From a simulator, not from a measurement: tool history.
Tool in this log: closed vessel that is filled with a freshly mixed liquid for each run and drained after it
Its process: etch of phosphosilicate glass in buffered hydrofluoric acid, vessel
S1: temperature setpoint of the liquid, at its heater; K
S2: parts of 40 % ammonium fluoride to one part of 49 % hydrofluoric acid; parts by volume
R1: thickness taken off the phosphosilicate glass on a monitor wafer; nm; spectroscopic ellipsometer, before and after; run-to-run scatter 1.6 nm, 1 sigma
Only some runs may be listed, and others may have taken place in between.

{"run": 1, "hour": 0.0, "S1": 293.15, "S2": 17, "time in the liquid (s)": 30, "R1": 126.13}
{"run": 2, "hour": 5.5, "S1": 291.15, "S2": 17, "time in the liquid (s)": 30, "R1": 113.84}
{"run": 3, "hour": 8.5, "S1": 291.15, "S2": 12.5, "time in the liquid (s)": 30, "R1": 153.5}
{"run": 4, "hour": 15.6, "S1": 291.15, "S2": 12.5, "time in the liquid (s)": 30, "R1": 153.72}
{"run": 5, "hour": 19.1, "S1": 291.65, "S2": 12.5, "time in the liquid (s)": 30, "R1": 159.02}
{"run": 6, "hour": 27.8, "S1": 290.15, "S2": 12.5, "time in the liquid (s)": 30, "R1": 147.62}

For run 7, what comes out?
{"run": 7, "hour": 28.6, "S1": 291.15, "S2": 12.5, "time in the liquid (s)": 30, "R1": "?"}

{"run 7": {"R1": 152.58}}
